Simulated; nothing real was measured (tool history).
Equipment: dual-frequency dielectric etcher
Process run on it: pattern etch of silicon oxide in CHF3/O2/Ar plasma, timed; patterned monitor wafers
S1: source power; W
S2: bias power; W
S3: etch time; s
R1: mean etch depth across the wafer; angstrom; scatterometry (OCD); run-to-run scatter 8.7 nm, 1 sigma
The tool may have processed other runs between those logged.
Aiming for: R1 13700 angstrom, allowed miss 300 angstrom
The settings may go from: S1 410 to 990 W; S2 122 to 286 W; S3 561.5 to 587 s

run,hour,S1,S2,S3,R1
1,0,700,204,561.5,12372
2,4,740,207,562,12655
3,6.2,740,188,562,12163
4,10.2,790,192,562.5,12629
5,15.2,820,194,562.5,12932
6,22.8,840,195,562.5,12929
7,28.5,860,197,563,13229
8,29.2,870,198,563,13248
9,31.8,880,199,563,13286

Exactly one of the 5 candidate moves below puts every result within its allowed miss. Which one?
A,34.4,830,199,569.5,?
B,34.4,840,180,579,?
C,34.4,950,222,578,?
D,34.4,860,213,576,?
E,34.4,850,199,561.5,?

move,R1
A,13094
B,12920
C,14467
D,13726
E,13018
A: moves away from the targets compared with the last run
B: moves away from the targets compared with the last run
C: carries the result that was furthest off beyond its target, to the other side
D: every result lands within tolerance
E: moves away from the targets compared with the last run
Correct choice: D, which meets every target
